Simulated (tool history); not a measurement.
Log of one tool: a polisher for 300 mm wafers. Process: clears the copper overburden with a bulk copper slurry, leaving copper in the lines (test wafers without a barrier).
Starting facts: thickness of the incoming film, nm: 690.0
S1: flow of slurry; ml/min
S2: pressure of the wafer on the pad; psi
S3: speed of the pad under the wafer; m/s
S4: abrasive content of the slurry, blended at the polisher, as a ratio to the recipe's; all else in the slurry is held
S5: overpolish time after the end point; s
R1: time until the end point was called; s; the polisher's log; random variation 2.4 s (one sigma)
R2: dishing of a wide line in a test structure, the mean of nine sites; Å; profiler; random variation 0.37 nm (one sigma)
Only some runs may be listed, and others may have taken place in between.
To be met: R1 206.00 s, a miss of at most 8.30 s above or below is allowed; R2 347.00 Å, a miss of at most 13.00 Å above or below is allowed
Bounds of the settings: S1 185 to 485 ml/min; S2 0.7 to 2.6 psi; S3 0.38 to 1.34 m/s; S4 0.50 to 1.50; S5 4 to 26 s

| run | hour | S1 | S2 | S3 | S4 | S5 | R1 | R2 |
|---|---|---|---|---|---|---|---|---|
| 1 | 0.0 | 310 | 1.6 | 0.86 | 1.00 | 13 | 137.07 | 394.82 |
| 2 | 5.1 | 370 | 1.6 | 0.86 | 1.00 | 13 | 130.75 | 399.66 |
| 3 | 13.9 | 355 | 1.5 | 0.86 | 1.00 | 14 | 141.86 | 405.15 |
| 4 | 19.2 | 355 | 1.5 | 1.02 | 1.00 | 14 | 129.19 | 428.39 |
| 5 | 23.4 | 295 | 1.5 | 1.02 | 1.00 | 14 | 127.07 | 425.04 |
| 6 | 25.0 | 295 | 1.4 | 1.00 | 1.00 | 15 | 140.36 | 423.33 |
| 7 | 32.4 | 295 | 1.3 | 1.00 | 1.00 | 15 | 150.93 | 401.18 |
| 8 | 40.2 | 295 | 1.2 | 1.00 | 1.00 | 15 | 159.68 | 377.27 |
| 9 | 41.2 | 295 | 1.1 | 1.00 | 1.00 | 15 | 173.58 | 345.84 |
| 10 | 45.0 | 295 | 1.0 | 0.98 | 1.00 | 16 | 190.53 | 335.07 |
| 11 | 47.6 | 295 | 1.0 | 0.98 | 1.00 | 16 | 193.87 | 334.25 |
| 12 | 48.1 | 295 | 1.0 | 0.98 | 1.00 | 16 | 193.82 | 336.79 |
| 13 | 50.1 | 295 | 1.0 | 0.98 | 1.00 | 17 | 190.66 | 346.11 |

5 next moves are on the table. One of them brings every result within its allowed miss. Which?
| A | 52.1 | 275 | 1.1 | 1.02 | 1.20 | 14 | ? | ? |
| B | 52.1 | 310 | 1.0 | 0.96 | 0.75 | 18 | ? | ? |
| C | 52.1 | 250 | 0.9 | 1.18 | 1.00 | 17 | ? | ? |
| D | 52.1 | 305 | 1.1 | 1.18 | 0.90 | 14 | ? | ? |
| E | 52.1 | 310 | 1.0 | 1.08 | 1.00 | 16 | ? | ? |

| move | R1 | R2 |
|---|---|---|
| A | 163.97 | 343.18 |
| B | 207.39 | 343.77 |
| C | 188.93 | 348.65 |
| D | 158.84 | 351.57 |
| E | 178.95 | 351.49 |
A: the biggest miss grows against the last run
B: every result within its allowed miss
C: the biggest miss grows against the last run
D: the biggest miss grows against the last run
E: the biggest miss grows against the last run
B is the move that brings every result within its allowed miss.

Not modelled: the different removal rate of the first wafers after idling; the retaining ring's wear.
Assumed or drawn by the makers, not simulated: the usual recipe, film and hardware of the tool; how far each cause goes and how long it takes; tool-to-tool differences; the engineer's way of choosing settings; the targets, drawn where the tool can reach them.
